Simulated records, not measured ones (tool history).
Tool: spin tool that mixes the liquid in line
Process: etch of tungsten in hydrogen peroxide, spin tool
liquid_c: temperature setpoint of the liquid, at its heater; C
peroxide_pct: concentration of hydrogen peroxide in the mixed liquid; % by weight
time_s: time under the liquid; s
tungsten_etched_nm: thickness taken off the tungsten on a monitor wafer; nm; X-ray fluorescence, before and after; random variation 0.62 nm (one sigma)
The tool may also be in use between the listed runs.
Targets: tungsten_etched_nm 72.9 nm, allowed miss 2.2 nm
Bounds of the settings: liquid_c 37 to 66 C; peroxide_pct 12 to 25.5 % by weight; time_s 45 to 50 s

run    day  liquid_c  peroxide_pct  time_s  tungsten_etched_nm
  1      0        53          17.5      45              97.616
  2  0.121      51.5          17.5      45               90.94
  3  0.388      50.5          17.5      45              84.516
  4  0.638      50.5          20.5      45              92.203
  5  0.846      50.5          20.5      45              92.214
  6  0.938        49          20.5      45              83.652
  7  1.125      48.5          20.5      45              81.097
  8   1.15        48          20.5      45              77.847
  9  1.354      47.5          20.5      45              76.689

5 next moves are on the table. One of them brings every result within its allowed miss. Which?
  A  1.558        49            18      45                   ?
  B  1.558      45.5          24.5      45                   ?
  C  1.558        48            21      45                   ?
  D  1.558        47            24      45                   ?
  E  1.558        49          17.5      45                   ?

move  tungsten_etched_nm
   A              78.019
   B              73.221
   C              79.228
   D              79.601
   E              76.927
A: further off than the last run
B: meets every target
C: further off than the last run
D: further off than the last run
E: further off than the last run
Move B is the one to make.

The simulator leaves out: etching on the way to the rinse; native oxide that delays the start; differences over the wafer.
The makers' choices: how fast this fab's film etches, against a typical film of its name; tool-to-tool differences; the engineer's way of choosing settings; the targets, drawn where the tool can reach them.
